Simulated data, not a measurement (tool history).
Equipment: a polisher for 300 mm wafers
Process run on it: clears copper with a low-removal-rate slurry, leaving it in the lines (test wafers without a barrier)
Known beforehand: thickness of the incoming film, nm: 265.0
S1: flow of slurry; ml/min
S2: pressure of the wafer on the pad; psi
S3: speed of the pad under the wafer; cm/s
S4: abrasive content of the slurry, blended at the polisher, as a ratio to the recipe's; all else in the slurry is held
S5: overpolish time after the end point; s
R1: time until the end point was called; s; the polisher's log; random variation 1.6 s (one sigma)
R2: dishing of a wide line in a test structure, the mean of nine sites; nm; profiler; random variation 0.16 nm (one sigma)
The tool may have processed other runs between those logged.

run,hour,S1,S2,S3,S4,S5,R1,R2
1,0.0,135,2.0,100,1.00,17,133.06,24.4290
2,2.4,135,1.9,104,1.00,14,132.26,20.3630
3,8.3,135,1.9,104,1.05,14,132.01,20.5850
4,15.3,135,1.5,104,1.05,14,158.27,17.8760
5,22.0,135,1.1,104,1.05,14,194.17,14.7190
6,29.3,140,1.2,106,0.95,12,180.08,13.0130
7,36.8,155,1.2,108,0.85,10,180.60,11.3490
8,43.5,165,1.2,112,0.75,9,174.46,10.0610
9,47.2,175,1.2,114,0.70,8,176.07,9.5405
10,51.8,140,1.1,122,0.95,5,169.79,6.2852
11,56.2,140,1.1,124,0.95,5,170.25,6.3410

Forecast run 12:
12,56.8,140,1.1,126,0.95,5,?,?

{"run 12": {"R1": 165.33, "R2": 6.2841}}
